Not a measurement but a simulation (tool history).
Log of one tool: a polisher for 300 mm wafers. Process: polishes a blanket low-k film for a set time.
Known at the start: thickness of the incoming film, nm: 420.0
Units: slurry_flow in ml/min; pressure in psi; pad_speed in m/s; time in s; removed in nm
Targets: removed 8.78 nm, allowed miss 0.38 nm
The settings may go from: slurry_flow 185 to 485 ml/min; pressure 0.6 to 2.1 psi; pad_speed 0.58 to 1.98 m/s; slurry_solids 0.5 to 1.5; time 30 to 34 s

| run | hour | slurry_flow | pressure | pad_speed | slurry_solids | time | removed |
|---|---|---|---|---|---|---|---|
| 1 | 0 | 310 | 1.3 | 1.28 | 1 | 34 | 11.549 |
| 2 | 4.3 | 310 | 1.3 | 1.54 | 1 | 34 | 13.257 |
| 3 | 8.5 | 310 | 1.2 | 1.54 | 1 | 34 | 12.611 |
| 4 | 15.1 | 235 | 1.2 | 1.54 | 1 | 34 | 12.283 |
| 5 | 20.1 | 235 | 1.2 | 1.54 | 1 | 34 | 12.515 |
| 6 | 27.6 | 235 | 1.1 | 1.54 | 1 | 34 | 11.863 |
| 7 | 31.9 | 235 | 1 | 1.54 | 1 | 34 | 11.279 |
| 8 | 40 | 235 | 1 | 1.52 | 1 | 34 | 11.139 |
| 9 | 48.1 | 235 | 1 | 1.5 | 1 | 34 | 10.747 |
| 10 | 52.1 | 235 | 0.8 | 1.48 | 1 | 34 | 9.2909 |

Which of these 5 next moves meets every target?
| A | 56.1 | 275 | 1.4 | 1.06 | 0.95 | 32 | ? |
| B | 56.1 | 215 | 0.7 | 1.72 | 1.2 | 33 | ? |
| C | 56.1 | 210 | 0.8 | 1.46 | 1.3 | 33 | ? |
| D | 56.1 | 225 | 0.9 | 1.38 | 1.3 | 34 | ? |
| E | 56.1 | 215 | 0.8 | 1.42 | 1.05 | 33 | ? |

| move | removed |
|---|---|
| A | 9.5211 |
| B | 9.6992 |
| C | 9.3816 |
| D | 9.9822 |
| E | 8.6587 |
A: further off than the last run
B: further off than the last run
C: further off than the last run
D: further off than the last run
E: meets every target
The right move is E.

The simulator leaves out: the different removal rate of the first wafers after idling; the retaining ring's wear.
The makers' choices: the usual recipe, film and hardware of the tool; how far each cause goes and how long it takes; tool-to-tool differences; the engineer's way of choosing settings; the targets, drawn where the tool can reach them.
